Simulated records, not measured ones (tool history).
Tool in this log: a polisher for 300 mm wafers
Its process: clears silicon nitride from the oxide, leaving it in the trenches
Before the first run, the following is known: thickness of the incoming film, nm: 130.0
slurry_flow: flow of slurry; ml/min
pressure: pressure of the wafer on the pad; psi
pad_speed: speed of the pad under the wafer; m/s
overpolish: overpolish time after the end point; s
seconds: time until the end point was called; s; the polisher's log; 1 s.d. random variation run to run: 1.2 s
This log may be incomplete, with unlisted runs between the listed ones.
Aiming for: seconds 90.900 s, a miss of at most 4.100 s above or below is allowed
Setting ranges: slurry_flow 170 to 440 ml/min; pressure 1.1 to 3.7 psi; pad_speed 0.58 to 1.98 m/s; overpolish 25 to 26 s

run	hour	slurry_flow	pressure	pad_speed	overpolish	seconds
1	0.0	280	2.4	1.28	25	153.950
2	3.2	280	2.4	1.04	25	189.090
3	7.1	280	2.7	1.04	25	175.930
4	11.5	280	3.0	1.16	25	149.190
5	14.5	280	3.0	1.16	26	147.400
6	19.2	280	3.4	1.16	26	133.470
7	23.3	280	3.5	1.26	26	118.030
8	29.6	285	3.7	1.52	26	95.574

5 next moves are on the table. One of them brings every result within its allowed miss. Which?
A	35.9	280	3.7	1.46	26	?
B	35.9	325	3.7	1.38	26	?
C	35.9	195	3.7	1.46	25	?
D	35.9	275	3.7	1.38	26	?
E	35.9	345	3.7	1.54	25	?

move	seconds
A	98.829
B	102.840
C	102.870
D	104.370
E	92.333
A: lands further from the targets than the last run did
B: lands further from the targets than the last run did
C: lands further from the targets than the last run did
D: lands further from the targets than the last run did
E: every result within its allowed miss
The right move is E.
